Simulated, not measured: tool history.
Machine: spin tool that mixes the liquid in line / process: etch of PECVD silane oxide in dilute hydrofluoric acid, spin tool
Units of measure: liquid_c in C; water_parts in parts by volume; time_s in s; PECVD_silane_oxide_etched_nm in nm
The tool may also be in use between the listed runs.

run	day	liquid_c	water_parts	time_s	PECVD_silane_oxide_etched_nm
1	0.000	22.0	260	320	19.3030
2	0.238	22.0	330	320	14.0960
3	0.458	22.0	330	320	14.0020
4	0.783	23.5	330	320	14.9210
5	1.100	23.5	370	320	12.7700
6	1.196	23.5	465	320	9.3689

Run 7, settings as shown, results not yet in. Your forecast:
7	1.325	24.0	465	320	?

{"run 7": {"PECVD_silane_oxide_etched_nm": 9.5127}}
